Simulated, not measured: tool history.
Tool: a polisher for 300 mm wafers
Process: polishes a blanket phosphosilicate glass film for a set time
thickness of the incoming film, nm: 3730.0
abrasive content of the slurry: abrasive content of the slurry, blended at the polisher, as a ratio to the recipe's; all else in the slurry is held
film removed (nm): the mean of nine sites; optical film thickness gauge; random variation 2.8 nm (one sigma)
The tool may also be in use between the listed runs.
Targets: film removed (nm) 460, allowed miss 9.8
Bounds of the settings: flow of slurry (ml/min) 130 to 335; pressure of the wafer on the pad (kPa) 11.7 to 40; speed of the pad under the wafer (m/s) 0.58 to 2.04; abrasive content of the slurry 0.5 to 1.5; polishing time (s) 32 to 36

run	day	flow of slurry (ml/min)	pressure of the wafer on the pad (kPa)	speed of the pad under the wafer (m/s)	abrasive content of the slurry	polishing time (s)	film removed (nm)
1	0	215	25.5	1.3	1	36	395.08
2	0.138	215	25.5	1.48	1	36	423.75
3	0.246	215	25.5	1.32	1	36	393.38
4	0.333	215	19.3	1.32	1	36	325.31
5	0.629	225	22.1	1.32	1	36	361.46
6	0.938	250	23.4	1.32	1	36	380.19
7	1.15	260	24.8	1.32	1	36	396.93
8	1.262	265	26.2	1.32	1	36	413.03
9	1.571	265	26.2	1.32	1	36	418.6
10	1.929	275	26.9	1.32	1	36	425.21
11	2.025	280	27.6	1.32	1	36	431.33
12	2.083	280	28.3	1.32	1	36	439.58
13	2.396	280	29	1.32	1	36	443.04

Which of these 5 next moves meets every target?
A	2.708	335	25.5	1.36	1.2	35	?
B	2.708	290	29.6	1.26	1	35	?
C	2.708	250	30.3	1.38	1	35	?
D	2.708	275	29	1.3	1.15	32	?
E	2.708	260	29.6	1.12	1.15	36	?

move	film removed (nm)
A	445.31
B	433.69
C	458.63
D	420.38
E	439.65
A: nearer than the last run, and not there yet
B: further off than the last run
C: meets every target
D: further off than the last run
E: further off than the last run
The right move is C.

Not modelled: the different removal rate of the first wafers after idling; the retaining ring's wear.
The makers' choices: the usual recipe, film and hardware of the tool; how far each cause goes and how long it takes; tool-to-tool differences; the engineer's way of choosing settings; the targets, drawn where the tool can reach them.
